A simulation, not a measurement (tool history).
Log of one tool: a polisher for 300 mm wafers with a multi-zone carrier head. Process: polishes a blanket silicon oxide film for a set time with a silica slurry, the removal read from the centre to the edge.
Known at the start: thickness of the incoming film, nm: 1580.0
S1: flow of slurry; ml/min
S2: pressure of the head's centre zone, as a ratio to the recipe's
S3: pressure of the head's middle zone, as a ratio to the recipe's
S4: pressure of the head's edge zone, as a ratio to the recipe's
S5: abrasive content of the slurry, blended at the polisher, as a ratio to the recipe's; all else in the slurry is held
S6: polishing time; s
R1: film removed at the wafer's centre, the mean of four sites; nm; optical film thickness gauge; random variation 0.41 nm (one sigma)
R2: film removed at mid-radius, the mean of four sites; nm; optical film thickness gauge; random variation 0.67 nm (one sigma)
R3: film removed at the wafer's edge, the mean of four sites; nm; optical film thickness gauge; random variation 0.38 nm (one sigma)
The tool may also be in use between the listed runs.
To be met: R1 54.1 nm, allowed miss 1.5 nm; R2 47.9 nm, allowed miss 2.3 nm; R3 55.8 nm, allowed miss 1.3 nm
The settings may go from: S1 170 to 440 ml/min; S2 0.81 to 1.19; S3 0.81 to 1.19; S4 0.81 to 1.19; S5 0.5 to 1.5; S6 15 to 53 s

Run 1, day 0: S1 280 ml/min, S2 1, S3 1, S4 1, S5 1, S6 34 s. Result: R1 98.98 nm, R2 94.41 nm, R3 92.58 nm.
Run 2, day 0.296: S1 280 ml/min, S2 1, S3 1, S4 1.08, S5 1, S6 34 s. Result: R1 100.11 nm, R2 93.075 nm, R3 95.441 nm.
Run 3, day 0.421: S1 270 ml/min, S2 0.98, S3 0.97, S4 1.07, S5 0.9, S6 32 s. Result: R1 84.325 nm, R2 77.766 nm, R3 83.123 nm.
Run 4, day 0.604: S1 270 ml/min, S2 1.04, S3 0.97, S4 1.07, S5 0.9, S6 32 s. Result: R1 89.619 nm, R2 79.131 nm, R3 82.474 nm.
Run 5, day 0.788: S1 260 ml/min, S2 1.02, S3 0.94, S4 1.05, S5 0.8, S6 31 s. Result: R1 76.079 nm, R2 68.655 nm, R3 72.158 nm.
Run 6, day 1.15: S1 295 ml/min, S2 1.02, S3 0.94, S4 1.05, S5 0.8, S6 31 s. Result: R1 77.805 nm, R2 68.56 nm, R3 71.478 nm.
Run 7, day 1.388: S1 295 ml/min, S2 1, S3 0.91, S4 1.05, S5 0.75, S6 31 s. Result: R1 71.441 nm, R2 62.771 nm, R3 67.501 nm.
Run 8, day 1.717: S1 300 ml/min, S2 0.98, S3 0.89, S4 1.04, S5 0.7, S6 31 s. Result: R1 65.669 nm, R2 56.455 nm, R3 62.985 nm.
Run 9, day 2.008: S1 300 ml/min, S2 0.96, S3 0.88, S4 1.02, S5 0.7, S6 31 s. Result: R1 63.951 nm, R2 56.156 nm, R3 63.076 nm.
Run 10, day 2.2: S1 305 ml/min, S2 0.95, S3 0.87, S4 1, S5 0.7, S6 31 s. Result: R1 63.593 nm, R2 56.95 nm, R3 61.987 nm.
Run 11, day 2.238: S1 305 ml/min, S2 0.95, S3 0.87, S4 1, S5 0.7, S6 31 s. Result: R1 64.832 nm, R2 56.194 nm, R3 61.449 nm.
Run 12, day 2.4: S1 305 ml/min, S2 0.93, S3 0.86, S4 1, S5 0.7, S6 31 s. Result: R1 62.46 nm, R2 56.972 nm, R3 62.199 nm.
Run 13, day 2.438: S1 305 ml/min, S2 0.93, S3 0.86, S4 1, S5 0.7, S6 31 s. Result: R1 63.348 nm, R2 57.669 nm, R3 61.753 nm.
Run 14, day 2.783: S1 305 ml/min, S2 0.93, S3 0.85, S4 1.01, S5 0.65, S6 31 s. Result: R1 57.317 nm, R2 52.26 nm, R3 56.159 nm.
Run 15, day 3.104: S1 320 ml/min, S2 0.93, S3 0.84, S4 1.04, S5 0.65, S6 31 s. Result: R1 57.662 nm, R2 51.319 nm, R3 58.282 nm.
Run 16, day 3.358: S1 320 ml/min, S2 0.93, S3 0.83, S4 1.04, S5 0.65, S6 31 s. Result: R1 57.361 nm, R2 50.822 nm, R3 58.439 nm.
Run 17, day 3.696: S1 320 ml/min, S2 0.92, S3 0.82, S4 1.04, S5 0.65, S6 31 s. Result: R1 57.389 nm, R2 49.542 nm, R3 58.479 nm.
Run 18, day 3.767: S1 320 ml/min, S2 0.91, S3 0.82, S4 1.03, S5 0.65, S6 31 s. Result: R1 56.556 nm, R2 49.758 nm, R3 57.971 nm.
Run 19, day 3.896: S1 320 ml/min, S2 0.9, S3 0.81, S4 1.03, S5 0.65, S6 31 s. Result: R1 55.329 nm, R2 50.64 nm, R3 57.617 nm.
Run 20, day 3.988: S1 320 ml/min, S2 0.9, S3 0.81, S4 1.03, S5 0.65, S6 31 s. Result: R1 55.685 nm, R2 50.392 nm, R3 58.086 nm.
Run 21, day 4.046: S1 325 ml/min, S2 0.91, S3 0.81, S4 1.03, S5 0.6, S6 31 s. Result: R1 50.892 nm, R2 44.779 nm, R3 51.928 nm.
Run 22, day 4.258: S1 315 ml/min, S2 0.92, S3 0.82, S4 1.04, S5 0.6, S6 31 s. Result: R1 51.246 nm, R2 44.481 nm, R3 52.344 nm.
Run 23, day 4.621: S1 325 ml/min, S2 0.92, S3 0.82, S4 1.04, S5 0.6, S6 31 s. Result: R1 51.383 nm, R2 44.836 nm, R3 51.711 nm.
Run 24, day 4.646: S1 310 ml/min, S2 0.92, S3 0.82, S4 1.04, S5 0.6, S6 31 s. Result: R1 50.945 nm, R2 44.81 nm, R3 52.37 nm.
Run 25, day 4.975: S1 320 ml/min, S2 0.92, S3 0.82, S4 1.04, S5 0.6, S6 31 s. Result: R1 51.334 nm, R2 45.358 nm, R3 51.831 nm.
Run 26, day 5.204: S1 350 ml/min, S2 0.94, S3 0.85, S4 1.14, S5 0.65, S6 31 s. Result: R1 58.655 nm, R2 51.376 nm, R3 61.695 nm.
At day 5.412: centre zone pressure recalibrated.
Run 27, day 5.412: S1 330 ml/min, S2 0.94, S3 0.85, S4 1.12, S5 0.65, S6 31 s. Result: R1 54.191 nm, R2 52.246 nm, R3 60.422 nm.

Which of these 4 next moves meets every target?
Run A, day 5.621: S1 285 ml/min, S2 0.97, S3 0.81, S4 1, S5 0.6, S6 34 s. Result: R1 ?, R2 ?, R3 ?.
Run B, day 5.621: S1 440 ml/min, S2 0.96, S3 0.99, S4 0.94, S5 0.6, S6 33 s. Result: R1 ?, R2 ?, R3 ?.
Run C, day 5.621: S1 290 ml/min, S2 0.95, S3 1.1, S4 1.04, S5 0.65, S6 30 s. Result: R1 ?, R2 ?, R3 ?.
Run D, day 5.621: S1 295 ml/min, S2 0.92, S3 0.87, S4 1.17, S5 0.8, S6 26 s. Result: R1 ?, R2 ?, R3 ?.

move      R1      R2      R3
   A  53.572  49.259  56.511
   B  53.771  56.682  54.743
   C  51.886  59.589  56.579
   D  54.586  55.176  65.313
A: meets every target
B: brings the result that was furthest off to its target, and leaves another outside
C: brings the result that was furthest off to its target, and leaves another outside
D: further off than the last run
Answer: A
